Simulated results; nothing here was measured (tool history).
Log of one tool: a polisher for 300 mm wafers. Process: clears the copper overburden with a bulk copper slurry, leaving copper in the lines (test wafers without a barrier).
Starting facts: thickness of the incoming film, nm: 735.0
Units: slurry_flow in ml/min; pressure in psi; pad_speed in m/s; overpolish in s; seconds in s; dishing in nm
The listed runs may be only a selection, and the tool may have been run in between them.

run 1 hour=0 | slurry_flow=160 pressure=2.2 pad_speed=0.96 slurry_solids=1 overpolish=27 | seconds=89.668 dishing=88.224
run 2 hour=0.7 | slurry_flow=160 pressure=2.2 pad_speed=0.96 slurry_solids=1 overpolish=31 | seconds=90.978 dishing=90.346
run 3 hour=1.6 | slurry_flow=160 pressure=1.9 pad_speed=0.96 slurry_solids=1 overpolish=31 | seconds=100.22 dishing=84.84
run 4 hour=9.5 | slurry_flow=160 pressure=1.9 pad_speed=0.96 slurry_solids=1.15 overpolish=31 | seconds=96.048 dishing=88.296
run 5 hour=17.7 | slurry_flow=125 pressure=1.9 pad_speed=0.96 slurry_solids=1.15 overpolish=31 | seconds=100.74 dishing=86.706
run 6 hour=19.7 | slurry_flow=125 pressure=1.9 pad_speed=0.96 slurry_solids=1.15 overpolish=20 | seconds=101.19 dishing=65.596
run 7 hour=24.5 | slurry_flow=125 pressure=1.8 pad_speed=0.92 slurry_solids=1.15 overpolish=23 | seconds=110.64 dishing=68.116

Forecast run 8:
run 8 hour=25.5 | slurry_flow=125 pressure=1.7 pad_speed=0.88 slurry_solids=1.15 overpolish=25 | seconds=? dishing=?

{"run 8": {"seconds": 119.87, "dishing": 67.744}}

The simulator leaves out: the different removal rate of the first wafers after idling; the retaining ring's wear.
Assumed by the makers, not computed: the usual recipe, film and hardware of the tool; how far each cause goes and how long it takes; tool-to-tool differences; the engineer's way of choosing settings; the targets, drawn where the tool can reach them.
